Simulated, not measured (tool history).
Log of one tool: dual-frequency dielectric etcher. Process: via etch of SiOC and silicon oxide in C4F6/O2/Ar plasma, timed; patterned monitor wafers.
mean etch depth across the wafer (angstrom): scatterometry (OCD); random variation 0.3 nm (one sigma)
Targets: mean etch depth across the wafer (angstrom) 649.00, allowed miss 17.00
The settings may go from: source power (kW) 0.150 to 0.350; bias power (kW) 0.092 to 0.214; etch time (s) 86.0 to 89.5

run  hour  source power (kW)  bias power (kW)  etch time (s)  mean etch depth across the wafer (angstrom)
  1   0.0              0.250            0.153           86.0                                       741.28
  2   2.8              0.250            0.153           89.5                                       772.40
  3   6.1              0.240            0.150           89.5                                       756.72
  4  14.5              0.240            0.135           89.5                                       742.54
  5  17.0              0.280            0.135           89.5                                       788.76
  6  25.4              0.280            0.135           89.5                                       790.99
  7  28.5              0.270            0.132           89.5                                       776.06
  8  33.1              0.260            0.129           89.5                                       766.54
  9  34.0              0.250            0.126           89.0                                       735.88
 10  37.7              0.240            0.124           89.0                                       727.55
 11  39.9              0.230            0.122           89.0                                       710.21
 12  45.4              0.220            0.121           89.0                                       697.44
 13  53.8              0.220            0.120           89.0                                       695.81
 14  59.6              0.220            0.119           89.0                                       692.88
 15  67.2              0.220            0.118           89.0                                       698.39
 16  73.8              0.180            0.108           88.5                                       622.92

4 next moves are on the table. One of them brings every result within its allowed miss. Which?
  A  80.4              0.170            0.118           88.5                                            ?
  B  80.4              0.180            0.116           86.0                                            ?
  C  80.4              0.160            0.123           88.0                                            ?
  D  80.4              0.210            0.103           86.0                                            ?

move  mean etch depth across the wafer (angstrom)
   A                                       619.42
   B                                       614.80
   C                                       604.83
   D                                       642.87
A: further off than the last run
B: further off than the last run
C: further off than the last run
D: meets every target
Move D is the one to make.

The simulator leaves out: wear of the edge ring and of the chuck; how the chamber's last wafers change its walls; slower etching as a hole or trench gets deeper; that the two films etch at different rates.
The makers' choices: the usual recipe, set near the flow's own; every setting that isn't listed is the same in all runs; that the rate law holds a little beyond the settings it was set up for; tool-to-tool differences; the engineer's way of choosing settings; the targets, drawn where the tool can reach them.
